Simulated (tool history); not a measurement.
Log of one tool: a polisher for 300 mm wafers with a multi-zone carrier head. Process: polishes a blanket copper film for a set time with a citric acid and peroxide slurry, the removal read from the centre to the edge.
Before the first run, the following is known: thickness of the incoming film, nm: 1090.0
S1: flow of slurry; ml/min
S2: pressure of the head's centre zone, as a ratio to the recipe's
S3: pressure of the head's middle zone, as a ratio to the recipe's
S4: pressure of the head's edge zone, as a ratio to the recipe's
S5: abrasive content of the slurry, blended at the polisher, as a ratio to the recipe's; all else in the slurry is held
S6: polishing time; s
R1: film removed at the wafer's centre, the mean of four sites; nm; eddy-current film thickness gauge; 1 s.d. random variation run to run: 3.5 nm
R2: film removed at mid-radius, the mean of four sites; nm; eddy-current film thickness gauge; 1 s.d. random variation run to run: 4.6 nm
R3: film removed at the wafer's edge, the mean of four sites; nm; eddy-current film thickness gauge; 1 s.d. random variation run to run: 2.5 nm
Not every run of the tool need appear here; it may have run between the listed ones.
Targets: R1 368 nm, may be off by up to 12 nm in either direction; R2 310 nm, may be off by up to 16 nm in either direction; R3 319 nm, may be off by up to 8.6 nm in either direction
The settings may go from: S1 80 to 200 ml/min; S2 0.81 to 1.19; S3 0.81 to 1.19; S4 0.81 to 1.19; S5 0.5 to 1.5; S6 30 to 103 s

Run 1, hour 0: S1 130 ml/min, S2 1, S3 1, S4 1, S5 1, S6 66 s. Result: R1 269.26 nm, R2 259.13 nm, R3 249.72 nm.
Run 2, hour 7.7: S1 130 ml/min, S2 0.96, S3 1, S4 1, S5 1, S6 66 s. Result: R1 256.27 nm, R2 256.77 nm, R3 250.86 nm.
Run 3, hour 9.7: S1 140 ml/min, S2 0.99, S3 0.99, S4 1.03, S5 1.1, S6 66 s. Result: R1 271.35 nm, R2 257.04 nm, R3 257.71 nm.
Run 4, hour 15.7: S1 145 ml/min, S2 1.01, S3 1, S4 1.05, S5 1.2, S6 68 s. Result: R1 289.86 nm, R2 274.09 nm, R3 279.54 nm.
At hour 23.5: centre zone pressure recalibrated.
Run 5, hour 23.5: S1 145 ml/min, S2 1.05, S3 1, S4 1.05, S5 1.2, S6 68 s. Result: R1 280.47 nm, R2 281.72 nm, R3 274.37 nm.
Run 6, hour 26.6: S1 145 ml/min, S2 1.05, S3 1, S4 1.05, S5 1.3, S6 68 s. Result: R1 282.3 nm, R2 280.4 nm, R3 276.82 nm.
Run 7, hour 34.9: S1 155 ml/min, S2 1.07, S3 0.98, S4 1.05, S5 1.25, S6 70 s. Result: R1 296.5 nm, R2 289.47 nm, R3 287.38 nm.
Run 8, hour 40.6: S1 165 ml/min, S2 1.07, S3 0.94, S4 1.02, S5 1.15, S6 73 s. Result: R1 309.31 nm, R2 285.29 nm, R3 292.05 nm.
Run 9, hour 43: S1 170 ml/min, S2 1.09, S3 0.92, S4 1, S5 1.15, S6 75 s. Result: R1 319.77 nm, R2 290.13 nm, R3 300.13 nm.

Exercise: of the 4 proposed moves below, exactly one satisfies all targets within the stated allowed misses. Which move is it?
Run A, hour 45.4: S1 200 ml/min, S2 1.17, S3 0.84, S4 0.86, S5 0.7, S6 79 s. Result: R1 ?, R2 ?, R3 ?.
Run B, hour 45.4: S1 160 ml/min, S2 1, S3 1.09, S4 1.06, S5 1.35, S6 73 s. Result: R1 ?, R2 ?, R3 ?.
Run C, hour 45.4: S1 195 ml/min, S2 1.1, S3 0.9, S4 0.94, S5 1.1, S6 82 s. Result: R1 ?, R2 ?, R3 ?.
Run D, hour 45.4: S1 165 ml/min, S2 1.13, S3 1.01, S4 1.04, S5 1.1, S6 78 s. Result: R1 ?, R2 ?, R3 ?.

move      R1      R2      R3
   A  338.73  259.04  272.06
   B  295.73  330.43   309.2
   C  360.45  310.56  320.89
   D   343.8   318.1   314.8
A: misses by more than the last run did
B: misses by more than the last run did
C: meets every target
D: nearer the targets than the last run, but a result is still out of spec
C meets every target.
